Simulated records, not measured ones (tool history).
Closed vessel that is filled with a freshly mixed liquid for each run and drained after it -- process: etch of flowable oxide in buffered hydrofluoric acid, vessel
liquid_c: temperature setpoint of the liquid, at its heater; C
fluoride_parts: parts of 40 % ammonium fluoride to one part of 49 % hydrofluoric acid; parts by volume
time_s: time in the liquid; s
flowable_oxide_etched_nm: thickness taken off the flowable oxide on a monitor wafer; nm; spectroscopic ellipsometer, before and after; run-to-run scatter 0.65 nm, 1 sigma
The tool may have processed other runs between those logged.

Run 1, hour 0: liquid_c 24 C, fluoride_parts 15.5 parts by volume, time_s 105 s. Result: flowable_oxide_etched_nm 188.84 nm.
Run 2, hour 7.1: liquid_c 23.5 C, fluoride_parts 15.5 parts by volume, time_s 105 s. Result: flowable_oxide_etched_nm 183.2 nm.
Run 3, hour 11.2: liquid_c 23 C, fluoride_parts 15.5 parts by volume, time_s 105 s. Result: flowable_oxide_etched_nm 177.89 nm.
Run 4, hour 12.8: liquid_c 23 C, fluoride_parts 15.5 parts by volume, time_s 105 s. Result: flowable_oxide_etched_nm 177.79 nm.
Run 5, hour 19.6: liquid_c 23 C, fluoride_parts 15.5 parts by volume, time_s 105 s. Result: flowable_oxide_etched_nm 177.88 nm.
Run 6, hour 20.8: liquid_c 22.5 C, fluoride_parts 15.5 parts by volume, time_s 105 s. Result: flowable_oxide_etched_nm 172.95 nm.

Run 7 is up next; what results do you expect?
Run 7, hour 24.8: liquid_c 22 C, fluoride_parts 15.5 parts by volume, time_s 105 s. Result: flowable_oxide_etched_nm ?.

Logged for run 7: flowable_oxide_etched_nm 169 nm.
